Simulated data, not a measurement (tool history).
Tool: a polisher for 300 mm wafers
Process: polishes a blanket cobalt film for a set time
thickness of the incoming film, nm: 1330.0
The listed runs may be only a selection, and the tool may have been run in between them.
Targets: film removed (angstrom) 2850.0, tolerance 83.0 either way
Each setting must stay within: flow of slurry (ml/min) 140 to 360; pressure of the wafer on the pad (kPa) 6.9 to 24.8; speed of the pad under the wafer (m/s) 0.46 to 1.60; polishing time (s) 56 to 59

run,hour,flow of slurry (ml/min),pressure of the wafer on the pad (kPa),speed of the pad under the wafer (m/s),polishing time (s),film removed (angstrom)
1,0.0,230,15.9,1.02,56,3804.3
2,6.4,225,14.5,1.02,56,3517.2
3,8.7,195,14.5,1.02,56,3531.0
4,11.4,195,14.5,1.26,56,4263.3
5,13.4,195,12.4,1.26,56,3835.5
6,15.7,215,12.4,1.26,56,3883.5
7,21.5,215,10.3,1.26,56,3385.6
8,22.0,215,9.7,1.26,56,3247.3
9,23.8,215,9.0,1.26,56,3137.8
10,32.0,215,8.3,1.26,56,2928.0
11,34.0,215,8.3,1.26,56,2924.3
12,37.1,210,8.3,1.26,56,2926.8

Of the 5 settings listed for the next run, only one would bring every result within its allowed miss of target. Which one?
A,40.2,210,8.3,1.28,57,?
B,40.2,225,9.7,1.14,58,?
C,40.2,205,9.0,1.24,56,?
D,40.2,245,6.9,1.34,56,?
E,40.2,205,8.3,1.26,57,?

move,film removed (angstrom)
A,3027.4
B,3069.0
C,3024.5
D,2839.8
E,2971.0
A: its largest miss is bigger than the last run's
B: its largest miss is bigger than the last run's
C: its largest miss is bigger than the last run's
D: all results land within tolerance of their targets
E: its largest miss is bigger than the last run's
Answer: D
